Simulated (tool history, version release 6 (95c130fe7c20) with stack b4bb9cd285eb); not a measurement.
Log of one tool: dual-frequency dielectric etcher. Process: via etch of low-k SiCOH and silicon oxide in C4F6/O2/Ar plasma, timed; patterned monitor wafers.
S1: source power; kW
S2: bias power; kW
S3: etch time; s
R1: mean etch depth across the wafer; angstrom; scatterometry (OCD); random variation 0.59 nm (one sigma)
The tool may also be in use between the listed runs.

run  hour    S1     S2    S3      R1
  1     0  0.38  0.139    83  1990.2
  2   1.2  0.36  0.138    83  1943.4
  3   8.5  0.36  0.138  86.5  2019.6
  4  11.4  0.34  0.137  86.5  1984.5
  5  17.9  0.34  0.153  86.5  2059.7
  6  19.3  0.34  0.153    83  1973.5
  7  21.6  0.33  0.153    83  1949.5
  8  25.2  0.32  0.153    83  1934.9
  9  32.2  0.32  0.153    83  1934.9

Run 10 comes next. What will it give?
 10  37.1  0.31  0.153  83   ?

{"run 10": {"R1": 1921.9}}
